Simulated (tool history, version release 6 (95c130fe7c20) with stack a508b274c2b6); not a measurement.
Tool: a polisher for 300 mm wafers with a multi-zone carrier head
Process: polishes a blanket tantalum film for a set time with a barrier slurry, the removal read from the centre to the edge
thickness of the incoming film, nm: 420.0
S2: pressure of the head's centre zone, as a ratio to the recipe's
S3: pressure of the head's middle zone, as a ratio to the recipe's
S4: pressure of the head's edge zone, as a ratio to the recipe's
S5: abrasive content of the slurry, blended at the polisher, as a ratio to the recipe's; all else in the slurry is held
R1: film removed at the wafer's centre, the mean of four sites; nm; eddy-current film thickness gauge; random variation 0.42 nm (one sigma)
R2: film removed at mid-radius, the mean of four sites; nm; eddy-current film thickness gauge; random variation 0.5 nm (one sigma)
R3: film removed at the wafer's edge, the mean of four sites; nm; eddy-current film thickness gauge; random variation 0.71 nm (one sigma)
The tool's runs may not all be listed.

run 1 hour=0.0 | flow_of_slurry_(ml/min)=270 S2=1.00 S3=1.00 S4=1.00 S5=1.00 polishing_time_(s)=68 | R1=91.677 R2=90.806 R3=93.878
run 2 hour=7.4 | flow_of_slurry_(ml/min)=305 S2=1.00 S3=1.00 S4=1.00 S5=1.00 polishing_time_(s)=68 | R1=91.251 R2=89.778 R3=93.288
run 3 hour=14.6 | flow_of_slurry_(ml/min)=305 S2=1.00 S3=1.00 S4=0.98 S5=0.95 polishing_time_(s)=66 | R1=88.812 R2=87.588 R3=89.293
run 4 hour=20.9 | flow_of_slurry_(ml/min)=305 S2=1.00 S3=1.03 S4=0.98 S5=0.95 polishing_time_(s)=66 | R1=89.193 R2=89.635 R3=86.754
run 5 hour=22.7 | flow_of_slurry_(ml/min)=305 S2=1.00 S3=1.03 S4=0.98 S5=0.95 polishing_time_(s)=81 | R1=109.110 R2=108.950 R3=108.870
run 6 hour=26.9 | flow_of_slurry_(ml/min)=305 S2=1.00 S3=1.03 S4=0.98 S5=1.15 polishing_time_(s)=81 | R1=115.100 R2=114.240 R3=112.290
run 7 hour=27.7 | flow_of_slurry_(ml/min)=310 S2=1.01 S3=1.02 S4=0.96 S5=1.05 polishing_time_(s)=76 | R1=105.920 R2=103.310 R3=102.920
run 8 hour=33.3 | flow_of_slurry_(ml/min)=315 S2=1.02 S3=1.02 S4=0.95 S5=1.00 polishing_time_(s)=72 | R1=98.432 R2=97.930 R3=99.537
run 9 hour=39.3 | flow_of_slurry_(ml/min)=320 S2=1.03 S3=1.03 S4=0.98 S5=0.95 polishing_time_(s)=68 | R1=95.630 R2=92.386 R3=91.844
run 10 hour=46.2 | flow_of_slurry_(ml/min)=320 S2=1.04 S3=1.03 S4=0.98 S5=0.90 polishing_time_(s)=64 | R1=87.195 R2=85.759 R3=86.090
run 11 hour=51.7 | flow_of_slurry_(ml/min)=335 S2=1.06 S3=1.03 S4=0.96 S5=0.85 polishing_time_(s)=61 | R1=83.756 R2=80.062 R3=79.563
run 12 hour=57.4 | flow_of_slurry_(ml/min)=335 S2=1.07 S3=1.03 S4=0.95 S5=0.80 polishing_time_(s)=59 | R1=81.447 R2=78.166 R3=75.593
run 13 hour=63.4 | flow_of_slurry_(ml/min)=335 S2=1.07 S3=1.02 S4=0.94 S5=0.75 polishing_time_(s)=58 | R1=78.237 R2=72.775 R3=75.455
run 14 hour=67.1 | flow_of_slurry_(ml/min)=340 S2=1.08 S3=1.03 S4=0.93 S5=0.70 polishing_time_(s)=56 | R1=75.075 R2=70.757 R3=71.329
run 15 hour=73.1 | flow_of_slurry_(ml/min)=340 S2=1.08 S3=1.03 S4=0.93 S5=0.70 polishing_time_(s)=56 | R1=75.675 R2=69.386 R3=71.050
run 16 hour=73.6 | flow_of_slurry_(ml/min)=340 S2=1.08 S3=1.03 S4=0.93 S5=0.70 polishing_time_(s)=56 | R1=75.087 R2=69.366 R3=68.028
run 17 hour=76.7 | flow_of_slurry_(ml/min)=330 S2=1.07 S3=1.02 S4=0.91 S5=0.70 polishing_time_(s)=56 | R1=73.585 R2=69.218 R3=69.021
run 18 hour=79.2 | flow_of_slurry_(ml/min)=330 S2=1.07 S3=1.02 S4=0.91 S5=0.70 polishing_time_(s)=56 | R1=74.561 R2=70.335 R3=68.390
run 19 hour=79.8 | flow_of_slurry_(ml/min)=325 S2=1.06 S3=1.00 S4=0.90 S5=0.70 polishing_time_(s)=56 | R1=72.314 R2=68.734 R3=69.653
run 20 hour=85.9 | flow_of_slurry_(ml/min)=320 S2=1.07 S3=1.00 S4=0.89 S5=0.65 polishing_time_(s)=55 | R1=71.179 R2=66.257 R3=64.650
run 21 hour=88.4 | flow_of_slurry_(ml/min)=310 S2=1.06 S3=0.99 S4=0.88 S5=0.65 polishing_time_(s)=55 | R1=71.018 R2=65.382 R3=65.397
run 22 hour=89.7 | flow_of_slurry_(ml/min)=320 S2=1.05 S3=0.99 S4=0.83 S5=0.50 polishing_time_(s)=51 | R1=60.311 R2=56.360 R3=55.493
run 23 hour=95.4 | flow_of_slurry_(ml/min)=320 S2=1.06 S3=1.00 S4=0.84 S5=0.50 polishing_time_(s)=51 | R1=61.125 R2=57.055 R3=55.752
run 24 hour=96.7 | flow_of_slurry_(ml/min)=325 S2=1.06 S3=1.00 S4=0.85 S5=0.50 polishing_time_(s)=51 | R1=61.122 R2=57.390 R3=55.962

The next listed run, before its measurement:
run 25 hour=104.3 | flow_of_slurry_(ml/min)=325 S2=1.06 S3=1.00 S4=0.86 S5=0.50 polishing_time_(s)=51 | R1=? R2=? R3=?

R1: 60.628 nm
R2: 57.165 nm
R3: 56.440 nm
